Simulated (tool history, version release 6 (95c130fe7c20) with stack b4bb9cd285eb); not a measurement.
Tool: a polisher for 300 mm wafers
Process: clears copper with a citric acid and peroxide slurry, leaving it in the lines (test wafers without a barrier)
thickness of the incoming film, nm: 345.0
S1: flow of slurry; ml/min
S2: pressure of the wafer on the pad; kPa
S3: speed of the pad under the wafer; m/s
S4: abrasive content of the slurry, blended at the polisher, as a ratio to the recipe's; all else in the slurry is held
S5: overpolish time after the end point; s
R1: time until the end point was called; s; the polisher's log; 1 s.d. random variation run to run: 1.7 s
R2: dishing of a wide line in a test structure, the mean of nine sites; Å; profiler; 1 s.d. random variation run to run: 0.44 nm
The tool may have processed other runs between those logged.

run,day,S1,S2,S3,S4,S5,R1,R2
1,0.000,285,21.4,1.30,1.0,24,152.25,335.48
2,0.317,285,21.4,1.30,1.0,14,155.83,227.47
3,0.596,285,21.4,1.30,1.0,24,154.92,339.86
4,0.838,285,20.7,1.30,1.0,25,157.94,337.36
5,0.896,255,20.7,1.30,1.0,25,160.20,338.86
6,0.996,255,20.0,1.30,1.0,26,166.02,338.71
7,1.154,250,20.0,1.30,1.0,27,167.47,344.60
8,1.492,245,20.0,1.30,1.0,27,168.35,336.05
9,1.721,245,20.0,1.30,1.0,28,165.96,353.85

Estimate the outcome of run 10 from the log above:
10,1.825,240,20.0,1.30,1.0,28,?,?

R1: 168.34 s
R2: 351.51 Å

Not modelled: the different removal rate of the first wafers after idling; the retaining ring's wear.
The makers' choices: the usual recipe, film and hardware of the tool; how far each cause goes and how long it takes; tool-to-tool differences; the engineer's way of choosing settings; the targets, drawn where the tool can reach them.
